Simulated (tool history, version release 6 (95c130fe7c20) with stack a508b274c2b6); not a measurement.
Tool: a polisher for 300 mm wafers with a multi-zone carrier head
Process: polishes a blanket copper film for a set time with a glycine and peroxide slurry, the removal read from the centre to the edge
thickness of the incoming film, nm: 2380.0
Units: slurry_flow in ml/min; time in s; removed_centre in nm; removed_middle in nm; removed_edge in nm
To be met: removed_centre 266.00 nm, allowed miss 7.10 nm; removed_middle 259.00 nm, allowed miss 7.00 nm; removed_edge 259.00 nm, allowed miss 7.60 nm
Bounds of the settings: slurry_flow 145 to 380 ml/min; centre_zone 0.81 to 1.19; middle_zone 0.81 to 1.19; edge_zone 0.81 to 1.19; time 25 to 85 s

Run 1, hour 0.0: slurry_flow 245 ml/min, centre_zone 1.00, middle_zone 1.00, edge_zone 1.00, time 55 s. Result: removed_centre 228.66 nm, removed_middle 235.21 nm, removed_edge 231.49 nm.
Run 2, hour 3.7: slurry_flow 260 ml/min, centre_zone 1.02, middle_zone 1.01, edge_zone 1.03, time 55 s. Result: removed_centre 235.03 nm, removed_middle 236.91 nm, removed_edge 236.02 nm.
Run 3, hour 8.1: slurry_flow 295 ml/min, centre_zone 1.02, middle_zone 1.01, edge_zone 1.03, time 55 s. Result: removed_centre 243.29 nm, removed_middle 240.58 nm, removed_edge 244.41 nm.
Run 4, hour 8.9: slurry_flow 295 ml/min, centre_zone 1.02, middle_zone 1.01, edge_zone 1.03, time 62 s. Result: removed_centre 269.28 nm, removed_middle 270.92 nm, removed_edge 275.28 nm.
Run 5, hour 9.4: slurry_flow 295 ml/min, centre_zone 1.02, middle_zone 1.01, edge_zone 1.03, time 72 s. Result: removed_centre 314.31 nm, removed_middle 317.85 nm, removed_edge 316.99 nm.
Run 6, hour 16.6: slurry_flow 270 ml/min, centre_zone 1.01, middle_zone 0.98, edge_zone 1.00, time 71 s. Result: removed_centre 304.35 nm, removed_middle 304.71 nm, removed_edge 305.69 nm.
Run 7, hour 20.2: slurry_flow 250 ml/min, centre_zone 1.00, middle_zone 0.96, edge_zone 0.97, time 70 s. Result: removed_centre 294.21 nm, removed_middle 293.37 nm, removed_edge 295.67 nm.
Run 8, hour 28.2: slurry_flow 235 ml/min, centre_zone 1.00, middle_zone 0.95, edge_zone 0.95, time 69 s. Result: removed_centre 285.27 nm, removed_middle 285.98 nm, removed_edge 281.46 nm.
Run 9, hour 29.1: slurry_flow 225 ml/min, centre_zone 1.00, middle_zone 0.93, edge_zone 0.94, time 69 s. Result: removed_centre 286.30 nm, removed_middle 273.74 nm, removed_edge 283.76 nm.
Run 10, hour 35.8: slurry_flow 200 ml/min, centre_zone 0.97, middle_zone 0.95, edge_zone 0.84, time 66 s. Result: removed_centre 255.07 nm, removed_middle 263.64 nm, removed_edge 254.58 nm.
At hour 41.6: slurry nozzle cleaned.
Run 11, hour 41.6: slurry_flow 220 ml/min, centre_zone 1.00, middle_zone 0.92, edge_zone 0.87, time 66 s. Result: removed_centre 275.97 nm, removed_middle 268.86 nm, removed_edge 265.04 nm.
Run 12, hour 45.0: slurry_flow 215 ml/min, centre_zone 1.00, middle_zone 0.92, edge_zone 0.87, time 66 s. Result: removed_centre 278.29 nm, removed_middle 269.75 nm, removed_edge 266.38 nm.
Run 13, hour 48.2: slurry_flow 205 ml/min, centre_zone 1.00, middle_zone 0.92, edge_zone 0.87, time 66 s. Result: removed_centre 275.62 nm, removed_middle 261.90 nm, removed_edge 258.49 nm.

Which of these 4 next moves meets every target?
Run A, hour 51.4: slurry_flow 190 ml/min, centre_zone 1.04, middle_zone 0.91, edge_zone 0.85, time 65 s. Result: removed_centre ?, removed_middle ?, removed_edge ?.
Run B, hour 51.4: slurry_flow 245 ml/min, centre_zone 1.01, middle_zone 0.93, edge_zone 0.86, time 64 s. Result: removed_centre ?, removed_middle ?, removed_edge ?.
Run C, hour 51.4: slurry_flow 185 ml/min, centre_zone 0.98, middle_zone 1.02, edge_zone 0.83, time 64 s. Result: removed_centre ?, removed_middle ?, removed_edge ?.
Run D, hour 51.4: slurry_flow 165 ml/min, centre_zone 0.96, middle_zone 0.89, edge_zone 0.83, time 68 s. Result: removed_centre ?, removed_middle ?, removed_edge ?.

move  removed_centre  removed_middle  removed_edge
   A          279.04          257.08        255.07
   B          276.98          265.23        258.35
   C          259.29          273.86        247.52
   D          265.16          259.57        260.20
A: further off than the last run
B: further off than the last run
C: brings the result that was furthest off to its target, and leaves another outside
D: meets every target
The right move is D.

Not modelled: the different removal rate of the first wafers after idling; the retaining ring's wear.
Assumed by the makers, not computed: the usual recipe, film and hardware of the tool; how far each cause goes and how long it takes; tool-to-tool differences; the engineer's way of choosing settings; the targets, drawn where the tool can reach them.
